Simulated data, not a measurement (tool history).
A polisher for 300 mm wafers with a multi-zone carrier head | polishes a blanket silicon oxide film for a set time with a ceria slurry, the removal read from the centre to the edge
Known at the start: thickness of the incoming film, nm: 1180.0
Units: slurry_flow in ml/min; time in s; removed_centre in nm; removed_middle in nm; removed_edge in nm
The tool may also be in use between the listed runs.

run	hour	slurry_flow	centre_zone	middle_zone	edge_zone	time	removed_centre	removed_middle	removed_edge
1	0	175	1	1	1	61	445.01	453.95	466.31
2	4.9	175	1	1.08	1	61	450.97	476.12	470.42
3	11.2	175	1	1.08	1	53	391.31	416.2	404.15
4	14.1	170	0.98	1.07	0.98	50	361.53	385.45	382.89
5	21.4	175	0.97	1.08	0.96	47	341.52	372.7	353.54
# hour 28.7: slurry nozzle cleaned
6	28.7	175	0.97	1.08	0.96	54	405.08	437.81	421.04

The next listed run, before its measurement:
7	35	190	0.97	1.1	0.98	50	?	?	?

Run 7 gave removed_centre 382.65 nm, removed_middle 418.78 nm, removed_edge 389.56 nm.
